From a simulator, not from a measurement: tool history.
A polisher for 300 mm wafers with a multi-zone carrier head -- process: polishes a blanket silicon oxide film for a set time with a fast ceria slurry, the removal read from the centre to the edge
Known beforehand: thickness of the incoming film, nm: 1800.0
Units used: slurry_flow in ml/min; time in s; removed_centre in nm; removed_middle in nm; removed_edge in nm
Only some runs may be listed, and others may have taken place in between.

{"run": 1, "day": 0.0, "slurry_flow": 310, "centre_zone": 1, "middle_zone": 1, "edge_zone": 1, "time": 60, "removed_centre": 747.71, "removed_middle": 760.1, "removed_edge": 704.26}
{"run": 2, "day": 0.162, "slurry_flow": 305, "centre_zone": 1, "middle_zone": 0.98, "edge_zone": 0.99, "time": 59, "removed_centre": 733.69, "removed_middle": 732.41, "removed_edge": 692.49}
{"run": 3, "day": 0.392, "slurry_flow": 245, "centre_zone": 1, "middle_zone": 0.98, "edge_zone": 0.99, "time": 59, "removed_centre": 715.25, "removed_middle": 703.59, "removed_edge": 680.02}
{"run": 4, "day": 0.512, "slurry_flow": 245, "centre_zone": 1, "middle_zone": 1.05, "edge_zone": 0.99, "time": 59, "removed_centre": 740.16, "removed_middle": 758.69, "removed_edge": 683.95}
{"run": 5, "day": 0.571, "slurry_flow": 245, "centre_zone": 1, "middle_zone": 1.05, "edge_zone": 0.99, "time": 53, "removed_centre": 661.44, "removed_middle": 684.98, "removed_edge": 615.18}
{"run": 6, "day": 0.712, "slurry_flow": 245, "centre_zone": 1, "middle_zone": 0.97, "edge_zone": 0.99, "time": 53, "removed_centre": 638.7, "removed_middle": 634.55, "removed_edge": 621.16}
{"run": 7, "day": 0.988, "slurry_flow": 240, "centre_zone": 1.01, "middle_zone": 0.96, "edge_zone": 0.99, "time": 53, "removed_centre": 655.51, "removed_middle": 625.46, "removed_edge": 611.96}

Expected results for the next run?
{"day": 1.079, "done": "edge zone pressure recalibrated"}
{"run": 8, "day": 1.079, "slurry_flow": 235, "centre_zone": 1.01, "middle_zone": 0.95, "edge_zone": 1, "time": 53, "removed_centre": "?", "removed_middle": "?", "removed_edge": "?"}

Run 8 gave removed_centre 635.23 nm, removed_middle 610.26 nm, removed_edge 641.83 nm.
